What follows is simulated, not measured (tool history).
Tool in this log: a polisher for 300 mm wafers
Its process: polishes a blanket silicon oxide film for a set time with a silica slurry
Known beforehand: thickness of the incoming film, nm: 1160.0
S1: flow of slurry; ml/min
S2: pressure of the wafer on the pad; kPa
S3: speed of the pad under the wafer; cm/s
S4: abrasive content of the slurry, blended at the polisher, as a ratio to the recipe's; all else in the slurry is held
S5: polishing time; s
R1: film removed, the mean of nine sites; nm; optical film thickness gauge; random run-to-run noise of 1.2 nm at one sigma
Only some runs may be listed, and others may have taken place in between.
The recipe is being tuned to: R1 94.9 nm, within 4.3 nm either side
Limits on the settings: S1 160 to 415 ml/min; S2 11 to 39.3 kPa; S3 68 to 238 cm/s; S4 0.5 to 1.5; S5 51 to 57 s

run  hour   S1    S2   S3  S4  S5      R1
  1     0  265  24.8  152   1  57  214.35
  2   2.4  265  24.8  172   1  57  238.27
  3  11.3  265  24.8  172   1  57  236.19
  4  14.7  265  20.7  152   1  57  188.01
  5  16.6  300  20.7  152   1  57  184.93
  6  23.3  300  26.2  152   1  57  225.56
  7  29.9  300  26.2  152   1  57  226.25
  8  31.9  300  22.1  132   1  57  174.23
  9    38  300  19.3  120   1  57   144.1
 10  42.5  300  17.2  114   1  57  126.27
 11  45.9  300    11  110   1  57   84.87
 12  50.6  300  11.7  110   1  57  89.452

Exercise: of the 5 proposed moves below, exactly one satisfies all targets within the stated allowed misses. Which move is it?
  A  55.3  235  14.5  130  0.85  51   ?
  B  55.3  335    11  128   1.1  56   ?
  C  55.3  230    11  102   1.2  51   ?
  D  55.3  280  11.7  104  1.05  56   ?
  E  55.3  295  12.4  124   0.8  53   ?

move      R1
   A  94.862
   B  103.53
   C  79.667
   D  87.829
   E  81.451
A: all results in spec
B: takes the biggest miss from the last run beyond its target
C: the biggest miss grows against the last run
D: the biggest miss grows against the last run
E: the biggest miss grows against the last run
Correct choice: A, which meets every target
